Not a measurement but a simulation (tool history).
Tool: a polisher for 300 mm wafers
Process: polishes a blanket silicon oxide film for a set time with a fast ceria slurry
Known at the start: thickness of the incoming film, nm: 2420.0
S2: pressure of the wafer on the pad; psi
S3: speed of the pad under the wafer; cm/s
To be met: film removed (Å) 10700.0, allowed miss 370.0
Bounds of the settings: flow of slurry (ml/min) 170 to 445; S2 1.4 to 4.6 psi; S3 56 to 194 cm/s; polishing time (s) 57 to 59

{"run": 1, "hour": 0.0, "flow of slurry (ml/min)": 285, "S2": 3.0, "S3": 124, "polishing time (s)": 57, "film removed (Å)": 13519.0}
{"run": 2, "hour": 0.8, "flow of slurry (ml/min)": 285, "S2": 3.5, "S3": 124, "polishing time (s)": 57, "film removed (Å)": 16057.0}
{"run": 3, "hour": 5.4, "flow of slurry (ml/min)": 285, "S2": 3.8, "S3": 124, "polishing time (s)": 57, "film removed (Å)": 17424.0}
{"run": 4, "hour": 13.6, "flow of slurry (ml/min)": 285, "S2": 3.6, "S3": 124, "polishing time (s)": 57, "film removed (Å)": 16459.0}
{"run": 5, "hour": 18.4, "flow of slurry (ml/min)": 285, "S2": 3.4, "S3": 124, "polishing time (s)": 57, "film removed (Å)": 15363.0}
{"run": 6, "hour": 20.2, "flow of slurry (ml/min)": 285, "S2": 3.3, "S3": 124, "polishing time (s)": 57, "film removed (Å)": 15368.0}
{"hour": 21.3, "done": "slurry nozzle cleaned"}
{"run": 7, "hour": 21.3, "flow of slurry (ml/min)": 285, "S2": 3.1, "S3": 124, "polishing time (s)": 57, "film removed (Å)": 14798.0}
{"run": 8, "hour": 26.1, "flow of slurry (ml/min)": 285, "S2": 2.9, "S3": 124, "polishing time (s)": 57, "film removed (Å)": 13951.0}
{"run": 9, "hour": 32.2, "flow of slurry (ml/min)": 285, "S2": 2.1, "S3": 122, "polishing time (s)": 57, "film removed (Å)": 10173.0}

Which of these 5 next moves meets every target?
{"run": "A", "hour": 38.3, "flow of slurry (ml/min)": 385, "S2": 2.6, "S3": 96, "polishing time (s)": 57, "film removed (Å)": "?"}
{"run": "B", "hour": 38.3, "flow of slurry (ml/min)": 295, "S2": 2.1, "S3": 116, "polishing time (s)": 57, "film removed (Å)": "?"}
{"run": "C", "hour": 38.3, "flow of slurry (ml/min)": 320, "S2": 2.8, "S3": 88, "polishing time (s)": 57, "film removed (Å)": "?"}
{"run": "D", "hour": 38.3, "flow of slurry (ml/min)": 365, "S2": 1.7, "S3": 156, "polishing time (s)": 57, "film removed (Å)": "?"}
{"run": "E", "hour": 38.3, "flow of slurry (ml/min)": 270, "S2": 1.7, "S3": 140, "polishing time (s)": 59, "film removed (Å)": "?"}

move=A film_removed_(Å)=10219.0
move=B film_removed_(Å)=9774.3
move=C film_removed_(Å)=9953.7
move=D film_removed_(Å)=10850.0
move=E film_removed_(Å)=9843.0
A: nearer than the last run, and not there yet
B: further off than the last run
C: further off than the last run
D: meets every target
E: further off than the last run
The right move is D.
